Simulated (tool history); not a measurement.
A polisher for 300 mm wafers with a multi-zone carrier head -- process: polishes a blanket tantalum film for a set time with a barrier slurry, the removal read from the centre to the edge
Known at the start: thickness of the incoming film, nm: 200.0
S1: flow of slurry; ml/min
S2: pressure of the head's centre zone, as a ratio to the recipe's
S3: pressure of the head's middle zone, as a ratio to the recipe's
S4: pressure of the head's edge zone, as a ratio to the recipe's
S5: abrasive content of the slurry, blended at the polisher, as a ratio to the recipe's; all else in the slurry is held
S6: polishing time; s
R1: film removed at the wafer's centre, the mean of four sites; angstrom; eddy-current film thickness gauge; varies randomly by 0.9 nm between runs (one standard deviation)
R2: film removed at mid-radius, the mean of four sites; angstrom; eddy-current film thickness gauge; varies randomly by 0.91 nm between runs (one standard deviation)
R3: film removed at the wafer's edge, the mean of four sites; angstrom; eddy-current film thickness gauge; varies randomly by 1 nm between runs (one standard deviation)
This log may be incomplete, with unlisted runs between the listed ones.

{"run": 1, "hour": 0.0, "S1": 175, "S2": 1, "S3": 1, "S4": 1, "S5": 1, "S6": 32, "R1": 582.78, "R2": 597.46, "R3": 572.73}
{"run": 2, "hour": 1.9, "S1": 175, "S2": 1, "S3": 1, "S4": 1, "S5": 1, "S6": 25, "R1": 456.83, "R2": 461.24, "R3": 454.11}
{"run": 3, "hour": 10.7, "S1": 185, "S2": 1.04, "S3": 1, "S4": 1.05, "S5": 1.15, "S6": 29, "R1": 569.82, "R2": 553.49, "R3": 537.55}
{"run": 4, "hour": 17.6, "S1": 185, "S2": 1.04, "S3": 0.95, "S4": 1.05, "S5": 1.15, "S6": 29, "R1": 575.54, "R2": 538.32, "R3": 554.95}
{"run": 5, "hour": 25.2, "S1": 185, "S2": 1.04, "S3": 0.95, "S4": 0.99, "S5": 1.15, "S6": 29, "R1": 569.33, "R2": 540.32, "R3": 531.59}
{"run": 6, "hour": 31.7, "S1": 190, "S2": 1.06, "S3": 0.94, "S4": 1.03, "S5": 1.25, "S6": 32, "R1": 647.25, "R2": 597.76, "R3": 622.1}
{"run": 7, "hour": 32.6, "S1": 200, "S2": 1.09, "S3": 0.95, "S4": 1.05, "S5": 1.35, "S6": 34, "R1": 725.45, "R2": 648, "R3": 674.72}
{"run": 8, "hour": 35.5, "S1": 205, "S2": 1.1, "S3": 0.96, "S4": 1.06, "S5": 1.4, "S6": 36, "R1": 788.86, "R2": 697.84, "R3": 712.46}

Run 9 has not been measured yet. What should we expect?
{"run": 9, "hour": 41.3, "S1": 205, "S2": 1.1, "S3": 0.96, "S4": 1.06, "S5": 1.4, "S6": 36, "R1": "?", "R2": "?", "R3": "?"}

For run 9 the tool returned R1 789.38 angstrom, R2 702.29 angstrom, R3 725.21 angstrom.
